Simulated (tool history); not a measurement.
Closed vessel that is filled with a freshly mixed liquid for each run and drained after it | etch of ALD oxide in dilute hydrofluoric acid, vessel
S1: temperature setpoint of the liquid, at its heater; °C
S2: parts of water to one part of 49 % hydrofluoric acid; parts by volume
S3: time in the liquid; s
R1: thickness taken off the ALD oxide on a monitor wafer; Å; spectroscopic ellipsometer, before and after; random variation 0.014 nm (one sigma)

run	hour	S1	S2	S3	R1
1	0.0	23	125	35	85.628
2	6.3	23	105	35	104.180
3	12.5	23	75	35	150.860
4	20.3	22	90	35	119.150
5	27.9	22	90	30	102.040
6	36.3	21	100	30	87.676

Forecast run 7:
7	41.5	17	150	30	?

{"run 7": {"R1": 46.599}}
